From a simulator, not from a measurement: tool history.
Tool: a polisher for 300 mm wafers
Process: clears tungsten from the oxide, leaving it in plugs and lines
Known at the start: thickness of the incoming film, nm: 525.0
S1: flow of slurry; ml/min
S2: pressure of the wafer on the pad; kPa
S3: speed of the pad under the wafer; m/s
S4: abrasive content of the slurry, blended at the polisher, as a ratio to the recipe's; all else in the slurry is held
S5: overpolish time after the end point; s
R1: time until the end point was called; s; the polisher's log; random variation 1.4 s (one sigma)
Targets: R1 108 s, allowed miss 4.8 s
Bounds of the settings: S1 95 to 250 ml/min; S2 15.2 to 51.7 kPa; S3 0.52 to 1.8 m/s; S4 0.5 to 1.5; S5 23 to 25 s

{"run": 1, "hour": 0.0, "S1": 160, "S2": 33.1, "S3": 1.16, "S4": 1, "S5": 23, "R1": 72.356}
{"run": 2, "hour": 2.6, "S1": 160, "S2": 33.1, "S3": 1.16, "S4": 1, "S5": 23, "R1": 74.213}
{"run": 3, "hour": 11.1, "S1": 160, "S2": 29.6, "S3": 1.16, "S4": 1, "S5": 23, "R1": 82.631}
{"run": 4, "hour": 14.5, "S1": 160, "S2": 29.6, "S3": 1.16, "S4": 1, "S5": 23, "R1": 81.708}
{"run": 5, "hour": 17.7, "S1": 160, "S2": 29.6, "S3": 1.16, "S4": 1, "S5": 25, "R1": 82.086}
{"run": 6, "hour": 18.9, "S1": 160, "S2": 29.6, "S3": 1.16, "S4": 1, "S5": 25, "R1": 81.633}
{"run": 7, "hour": 25.9, "S1": 160, "S2": 26.9, "S3": 1.16, "S4": 1, "S5": 25, "R1": 90.234}
{"run": 8, "hour": 31.5, "S1": 160, "S2": 25.5, "S3": 1.16, "S4": 1, "S5": 25, "R1": 95.014}
{"run": 9, "hour": 38.3, "S1": 160, "S2": 24.1, "S3": 1.16, "S4": 1, "S5": 25, "R1": 100.71}

4 next moves are on the table. One of them brings every result within its allowed miss. Which?
{"run": "A", "hour": 45.1, "S1": 195, "S2": 23.4, "S3": 0.98, "S4": 1.05, "S5": 25, "R1": "?"}
{"run": "B", "hour": 45.1, "S1": 140, "S2": 28.3, "S3": 0.84, "S4": 0.7, "S5": 25, "R1": "?"}
{"run": "C", "hour": 45.1, "S1": 150, "S2": 24.1, "S3": 1.12, "S4": 0.6, "S5": 23, "R1": "?"}
{"run": "D", "hour": 45.1, "S1": 125, "S2": 26.2, "S3": 0.8, "S4": 1.15, "S5": 25, "R1": "?"}

move=A R1=110.33
move=B R1=122.48
move=C R1=125
move=D R1=117.41
A: meets every target
B: takes the result that was furthest off past its target
C: takes the result that was furthest off past its target
D: takes the result that was furthest off past its target
Move A is the one to make.
